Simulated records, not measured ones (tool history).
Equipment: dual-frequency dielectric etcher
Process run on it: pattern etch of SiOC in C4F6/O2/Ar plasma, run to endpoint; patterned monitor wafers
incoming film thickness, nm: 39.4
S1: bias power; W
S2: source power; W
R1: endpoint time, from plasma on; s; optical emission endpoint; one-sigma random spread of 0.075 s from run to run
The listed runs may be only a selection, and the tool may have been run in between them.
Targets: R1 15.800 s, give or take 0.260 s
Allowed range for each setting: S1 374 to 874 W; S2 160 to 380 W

run    day   S1   S2      R1
  1  0.000  624  270  14.599
  2  0.183  611  270  14.641
  3  0.279  598  270  14.779
  4  0.525  653  270  14.257
  5  0.688  653  290  13.951
  6  0.742  632  290  14.095
  7  1.000  613  290  14.324
  8  1.029  598  290  14.467
  9  1.133  584  290  14.646
 10  1.304  573  290  14.697
 11  1.562  562  290  14.793
 12  1.896  552  290  14.958
 13  2.129  544  290  14.954
 14  2.438  544  290  14.927
 15  2.583  535  290  15.084
 16  2.771  528  290  15.149

5 next moves are on the table. One of them brings every result within its allowed miss. Which?
  A  2.958  555  320   ?
  B  2.958  556  220   ?
  C  2.958  487  280   ?
  D  2.958  580  310   ?
  E  2.958  547  310   ?

move      R1
   A  14.357
   B  16.364
   C  15.839
   D  14.271
   E  14.603
A: further off than the last run
B: the result that was furthest off in the last run now lies on the other side of its target
C: all results in spec
D: further off than the last run
E: further off than the last run
Go with C: it meets all targets.
